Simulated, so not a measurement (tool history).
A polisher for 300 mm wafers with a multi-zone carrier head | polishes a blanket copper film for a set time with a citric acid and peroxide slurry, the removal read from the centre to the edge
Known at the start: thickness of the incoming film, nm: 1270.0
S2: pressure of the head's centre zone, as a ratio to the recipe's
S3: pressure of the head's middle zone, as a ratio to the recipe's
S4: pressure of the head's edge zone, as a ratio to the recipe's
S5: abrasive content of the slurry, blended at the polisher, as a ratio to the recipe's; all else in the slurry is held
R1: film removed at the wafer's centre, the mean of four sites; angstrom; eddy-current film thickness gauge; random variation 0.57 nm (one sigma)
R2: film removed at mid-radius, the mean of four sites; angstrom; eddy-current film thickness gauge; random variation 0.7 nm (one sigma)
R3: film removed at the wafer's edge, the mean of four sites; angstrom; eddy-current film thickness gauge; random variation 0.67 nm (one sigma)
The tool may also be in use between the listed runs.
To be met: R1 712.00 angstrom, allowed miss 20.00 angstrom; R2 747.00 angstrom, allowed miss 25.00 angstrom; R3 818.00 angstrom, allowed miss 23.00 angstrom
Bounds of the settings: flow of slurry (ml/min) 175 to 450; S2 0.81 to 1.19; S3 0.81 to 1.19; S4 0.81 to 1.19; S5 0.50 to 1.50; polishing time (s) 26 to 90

{"run": 1, "hour": 0.0, "flow of slurry (ml/min)": 290, "S2": 1.0, "S3": 1.0, "S4": 1.0, "S5": 1.0, "polishing time (s)": 58, "R1": 1462.2, "R2": 1416.5, "R3": 1459.4}
{"run": 2, "hour": 9.0, "flow of slurry (ml/min)": 245, "S2": 1.0, "S3": 1.0, "S4": 1.0, "S5": 1.0, "polishing time (s)": 58, "R1": 1401.5, "R2": 1380.9, "R3": 1400.5}
{"run": 3, "hour": 10.0, "flow of slurry (ml/min)": 245, "S2": 1.0, "S3": 1.0, "S4": 0.92, "S5": 1.0, "polishing time (s)": 58, "R1": 1396.1, "R2": 1410.4, "R3": 1362.9}
{"run": 4, "hour": 14.7, "flow of slurry (ml/min)": 195, "S2": 1.0, "S3": 1.0, "S4": 0.92, "S5": 1.0, "polishing time (s)": 58, "R1": 1374.7, "R2": 1343.7, "R3": 1328.5}
{"run": 5, "hour": 20.0, "flow of slurry (ml/min)": 190, "S2": 0.95, "S3": 0.96, "S4": 0.91, "S5": 0.85, "polishing time (s)": 52, "R1": 1116.7, "R2": 1132.2, "R3": 1169.8}
{"run": 6, "hour": 28.7, "flow of slurry (ml/min)": 190, "S2": 0.95, "S3": 0.96, "S4": 0.91, "S5": 0.85, "polishing time (s)": 58, "R1": 1232.4, "R2": 1268.4, "R3": 1291.9}
{"run": 7, "hour": 29.2, "flow of slurry (ml/min)": 185, "S2": 0.93, "S3": 0.94, "S4": 0.9, "S5": 0.75, "polishing time (s)": 51, "R1": 1017.7, "R2": 1049.3, "R3": 1099.7}
{"run": 8, "hour": 34.3, "flow of slurry (ml/min)": 195, "S2": 0.86, "S3": 0.88, "S4": 0.83, "S5": 0.5, "polishing time (s)": 38, "R1": 660.86, "R2": 672.43, "R3": 723.18}
{"run": 9, "hour": 36.0, "flow of slurry (ml/min)": 205, "S2": 0.87, "S3": 0.9, "S4": 0.87, "S5": 0.5, "polishing time (s)": 38, "R1": 668.22, "R2": 693.65, "R3": 736.75}
{"run": 10, "hour": 45.0, "flow of slurry (ml/min)": 195, "S2": 0.88, "S3": 0.91, "S4": 0.91, "S5": 0.55, "polishing time (s)": 38, "R1": 682.01, "R2": 726.75, "R3": 753.97}
{"run": 11, "hour": 48.8, "flow of slurry (ml/min)": 250, "S2": 0.89, "S3": 0.86, "S4": 1.01, "S5": 0.6, "polishing time (s)": 39, "R1": 743.81, "R2": 743.52, "R3": 858.86}

Which of these 5 next moves meets every target?
{"run": "A", "hour": 52.6, "flow of slurry (ml/min)": 185, "S2": 0.84, "S3": 0.86, "S4": 0.87, "S5": 0.65, "polishing time (s)": 40, "R1": "?", "R2": "?", "R3": "?"}
{"run": "B", "hour": 52.6, "flow of slurry (ml/min)": 175, "S2": 0.91, "S3": 0.85, "S4": 1.09, "S5": 0.5, "polishing time (s)": 43, "R1": "?", "R2": "?", "R3": "?"}
{"run": "C", "hour": 52.6, "flow of slurry (ml/min)": 280, "S2": 0.9, "S3": 0.85, "S4": 1.08, "S5": 0.6, "polishing time (s)": 39, "R1": "?", "R2": "?", "R3": "?"}
{"run": "D", "hour": 52.6, "flow of slurry (ml/min)": 240, "S2": 0.91, "S3": 0.83, "S4": 0.98, "S5": 0.5, "polishing time (s)": 42, "R1": "?", "R2": "?", "R3": "?"}
{"run": "E", "hour": 52.6, "flow of slurry (ml/min)": 305, "S2": 0.94, "S3": 0.82, "S4": 0.91, "S5": 0.55, "polishing time (s)": 40, "R1": "?", "R2": "?", "R3": "?"}

move=A R1=703.47 R2=754.81 R3=813.16
move=B R1=766.35 R2=751.68 R3=900.47
move=C R1=768.49 R2=756.48 R3=887.79
move=D R1=788.65 R2=754.55 R3=870.28
move=E R1=815.83 R2=745.79 R3=837.74
A: meets every target
B: further off than the last run
C: further off than the last run
D: further off than the last run
E: brings the result that was furthest off to its target, and leaves another outside
The right move is A.
